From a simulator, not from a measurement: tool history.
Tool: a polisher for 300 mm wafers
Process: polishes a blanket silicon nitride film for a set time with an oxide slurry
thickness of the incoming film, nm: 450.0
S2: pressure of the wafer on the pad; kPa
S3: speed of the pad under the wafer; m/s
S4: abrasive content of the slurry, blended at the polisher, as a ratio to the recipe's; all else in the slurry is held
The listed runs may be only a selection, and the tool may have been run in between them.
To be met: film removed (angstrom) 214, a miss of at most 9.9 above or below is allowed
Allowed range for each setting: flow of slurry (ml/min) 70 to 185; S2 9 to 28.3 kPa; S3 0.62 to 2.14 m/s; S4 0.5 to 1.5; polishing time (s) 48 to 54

run 1 hour=0 | flow_of_slurry_(ml/min)=120 S2=18.6 S3=1.38 S4=1 polishing_time_(s)=54 | film_removed_(angstrom)=288
run 2 hour=0.8 | flow_of_slurry_(ml/min)=120 S2=18.6 S3=1.38 S4=0.95 polishing_time_(s)=54 | film_removed_(angstrom)=273.08
run 3 hour=6.7 | flow_of_slurry_(ml/min)=120 S2=18.6 S3=1.38 S4=1.1 polishing_time_(s)=54 | film_removed_(angstrom)=298.09
run 4 hour=14.4 | flow_of_slurry_(ml/min)=120 S2=18.6 S3=1.38 S4=1.3 polishing_time_(s)=54 | film_removed_(angstrom)=312.6
run 5 hour=22.1 | flow_of_slurry_(ml/min)=120 S2=16.5 S3=1.36 S4=1.3 polishing_time_(s)=54 | film_removed_(angstrom)=274.63
run 6 hour=29.1 | flow_of_slurry_(ml/min)=120 S2=16.5 S3=1.58 S4=1.3 polishing_time_(s)=54 | film_removed_(angstrom)=309.19
run 7 hour=29.9 | flow_of_slurry_(ml/min)=120 S2=14.5 S3=1.56 S4=1.3 polishing_time_(s)=54 | film_removed_(angstrom)=275.7
run 8 hour=32.7 | flow_of_slurry_(ml/min)=120 S2=13.1 S3=1.56 S4=1.3 polishing_time_(s)=54 | film_removed_(angstrom)=245.28
run 9 hour=40.1 | flow_of_slurry_(ml/min)=120 S2=12.4 S3=1.56 S4=1.3 polishing_time_(s)=54 | film_removed_(angstrom)=235.01

4 next moves are on the table. One of them brings every result within its allowed miss. Which?
run A hour=47.5 | flow_of_slurry_(ml/min)=120 S2=11 S3=1.5 S4=1.3 polishing_time_(s)=49 | film_removed_(angstrom)=?
run B hour=47.5 | flow_of_slurry_(ml/min)=140 S2=9 S3=1.86 S4=1.35 polishing_time_(s)=51 | film_removed_(angstrom)=?
run C hour=47.5 | flow_of_slurry_(ml/min)=125 S2=13.8 S3=1.4 S4=1.35 polishing_time_(s)=48 | film_removed_(angstrom)=?
run D hour=47.5 | flow_of_slurry_(ml/min)=70 S2=13.1 S3=1.64 S4=1.15 polishing_time_(s)=48 | film_removed_(angstrom)=?

move=A film_removed_(angstrom)=181.62
move=B film_removed_(angstrom)=192.14
move=C film_removed_(angstrom)=212.88
move=D film_removed_(angstrom)=191.8
A: the result that was furthest off in the last run now lies on the other side of its target
B: the result that was furthest off in the last run now lies on the other side of its target
C: every result within its allowed miss
D: the result that was furthest off in the last run now lies on the other side of its target
So the answer is move C, the one that meets all the targets.
